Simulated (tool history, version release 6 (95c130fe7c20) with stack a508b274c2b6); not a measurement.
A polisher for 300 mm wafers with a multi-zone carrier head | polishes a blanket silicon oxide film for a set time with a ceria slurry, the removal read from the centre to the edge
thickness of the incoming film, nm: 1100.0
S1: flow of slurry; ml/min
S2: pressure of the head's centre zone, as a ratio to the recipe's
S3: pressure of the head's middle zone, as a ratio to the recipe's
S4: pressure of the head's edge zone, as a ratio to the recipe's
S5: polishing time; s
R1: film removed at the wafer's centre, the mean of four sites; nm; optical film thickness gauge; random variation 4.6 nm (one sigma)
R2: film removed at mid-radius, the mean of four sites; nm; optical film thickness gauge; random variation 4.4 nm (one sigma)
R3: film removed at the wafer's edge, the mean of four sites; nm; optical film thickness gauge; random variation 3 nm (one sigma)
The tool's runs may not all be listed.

{"run": 1, "day": 0.0, "S1": 145, "S2": 1, "S3": 1, "S4": 1, "S5": 70, "R1": 344.49, "R2": 350.95, "R3": 348.32}
{"run": 2, "day": 0.221, "S1": 160, "S2": 1.02, "S3": 0.99, "S4": 1.05, "S5": 71, "R1": 370.29, "R2": 369.52, "R3": 368.6}
{"run": 3, "day": 0.462, "S1": 160, "S2": 1.09, "S3": 0.99, "S4": 1.05, "S5": 71, "R1": 396.31, "R2": 353.21, "R3": 370.07}
{"run": 4, "day": 0.621, "S1": 180, "S2": 1.09, "S3": 0.99, "S4": 1.05, "S5": 71, "R1": 394.03, "R2": 375.45, "R3": 374.86}
{"run": 5, "day": 0.758, "S1": 185, "S2": 1.09, "S3": 0.97, "S4": 1.09, "S5": 71, "R1": 402.62, "R2": 368.45, "R3": 382.08}
{"run": 6, "day": 0.871, "S1": 185, "S2": 1.09, "S3": 0.97, "S4": 1.09, "S5": 59, "R1": 334.32, "R2": 302.73, "R3": 318.45}

Forecast run 7:
{"run": 7, "day": 0.892, "S1": 180, "S2": 1.08, "S3": 0.97, "S4": 1.11, "S5": 63, "R1": "?", "R2": "?", "R3": "?"}

R1: 350.89 nm
R2: 322.61 nm
R3: 344.59 nm
